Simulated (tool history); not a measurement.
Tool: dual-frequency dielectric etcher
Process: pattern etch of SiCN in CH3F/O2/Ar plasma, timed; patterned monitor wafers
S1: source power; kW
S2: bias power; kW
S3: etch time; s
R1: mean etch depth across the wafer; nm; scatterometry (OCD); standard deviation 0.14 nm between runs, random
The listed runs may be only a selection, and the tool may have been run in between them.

Run 1, hour 0.0: S1 0.360 kW, S2 0.063 kW, S3 103.0 s. Result: R1 37.644 nm.
Run 2, hour 1.1: S1 0.360 kW, S2 0.070 kW, S3 103.0 s. Result: R1 39.301 nm.
Run 3, hour 3.9: S1 0.360 kW, S2 0.070 kW, S3 103.0 s. Result: R1 38.985 nm.
Run 4, hour 9.2: S1 0.360 kW, S2 0.070 kW, S3 103.0 s. Result: R1 39.307 nm.
Run 5, hour 17.8: S1 0.360 kW, S2 0.070 kW, S3 107.5 s. Result: R1 40.781 nm.
Run 6, hour 24.2: S1 0.350 kW, S2 0.068 kW, S3 107.0 s. Result: R1 39.860 nm.
Run 7, hour 27.1: S1 0.350 kW, S2 0.068 kW, S3 107.0 s. Result: R1 40.078 nm.

For run 8, what comes out?
Run 8, hour 34.6: S1 0.340 kW, S2 0.067 kW, S3 106.5 s. Result: R1 ?.

Run 8 gave R1 39.071 nm.
